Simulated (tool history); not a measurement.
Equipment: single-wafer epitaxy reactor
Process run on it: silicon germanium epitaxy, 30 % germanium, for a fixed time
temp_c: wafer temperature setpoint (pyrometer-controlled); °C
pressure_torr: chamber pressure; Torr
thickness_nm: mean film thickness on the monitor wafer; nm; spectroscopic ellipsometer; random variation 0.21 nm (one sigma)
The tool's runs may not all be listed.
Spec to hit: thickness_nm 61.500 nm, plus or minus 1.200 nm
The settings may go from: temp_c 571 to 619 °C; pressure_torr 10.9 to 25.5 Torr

run,hour,temp_c,pressure_torr,thickness_nm
1,0.0,595,18.2,45.706
2,4.1,595,15.2,41.133
3,12.2,599,15.2,44.141
4,16.7,595,15.2,40.947
5,19.2,585,15.2,33.764
6,23.0,585,17.2,36.347
7,29.9,589,17.3,39.444
8,36.4,593,17.3,42.677
9,42.7,596,17.3,45.467
# hour 48.8: capacitance manometer re-zeroed and calibrated
10,48.8,598,17.3,49.259
11,53.7,600,17.3,51.217
12,55.1,601,17.3,52.402
13,55.7,611,17.5,63.994

Pick the move, out of 4, that brings all results within their allowed miss; only one does.
A,56.3,606,18.2,?
B,56.3,607,18.5,?
C,56.3,612,17.3,?
D,56.3,613,17.5,?

move,thickness_nm
A,59.189
B,60.912
C,64.253
D,65.927
A: moves the result that the last run missed by most past its target, out the other side
B: hits every target within its allowed miss
C: the biggest miss grows against the last run
D: the biggest miss grows against the last run
Correct choice: B, which meets every target
